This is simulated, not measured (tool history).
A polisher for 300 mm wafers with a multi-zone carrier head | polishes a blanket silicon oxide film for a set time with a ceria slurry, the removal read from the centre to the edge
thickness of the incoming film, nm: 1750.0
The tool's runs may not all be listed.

run  hour  flow of slurry (ml/min)  pressure of the head's centre zone  pressure of the head's middle zone  pressure of the head's edge zone  polishing time (s)  film removed at the wafer's centre (angstrom)  film removed at mid-radius (angstrom)  film removed at the wafer's edge (angstrom)
  1     0                      205                                   1                                   1                                 1                  47                                         2022.7                                 1956.2                                       1990.2
  2   4.4                      210                                0.98                                1.01                              1.03                  48                                         2049.7                                 2046.6                                       2082.9
  3  11.8                      210                                0.98                                1.01                              0.95                  48                                         2045.9                                 2021.5                                       2017.7
  4  14.9                      215                                0.96                                1.01                              0.98                  48                                         2021.8                                 1982.1                                       2069.9
  5  22.9                      215                                0.96                                1.01                              0.95                  48                                         1984.2                                 2023.5                                       2025.8
  6  30.3                      215                                0.96                                1.01                              0.89                  48                                         2032.4                                 2030.7                                       1976.8
  7  35.6                      215                                0.96                                1.01                              0.89                  48                                         1938.8                                 1996.2                                         1977
  8  39.1                      220                                0.94                                1.02                              0.93                  48                                         1934.4                                   2009                                       2031.8
  9  45.9                      250                                0.84                                 1.1                              1.03                  51                                         1934.4                                 2401.6                                       2251.3
 10  50.9                      250                                0.84                                1.08                              1.05                  51                                         1912.2                                   2342                                       2264.9
 11    58                      250                                0.84                                1.07                              1.06                  51                                         1894.2                                 2304.4                                       2261.6
 12  65.6                      250                                0.84                                1.06                              1.07                  51                                           1923                                 2253.3                                       2263.7

The next listed run, before its measurement:
 13    71                      250                                0.84                                1.06                              1.09                  51                                              ?                                      ?                                            ?

film removed at the wafer's centre (angstrom): 1840.6
film removed at mid-radius (angstrom): 2322.5
film removed at the wafer's edge (angstrom): 2296.4

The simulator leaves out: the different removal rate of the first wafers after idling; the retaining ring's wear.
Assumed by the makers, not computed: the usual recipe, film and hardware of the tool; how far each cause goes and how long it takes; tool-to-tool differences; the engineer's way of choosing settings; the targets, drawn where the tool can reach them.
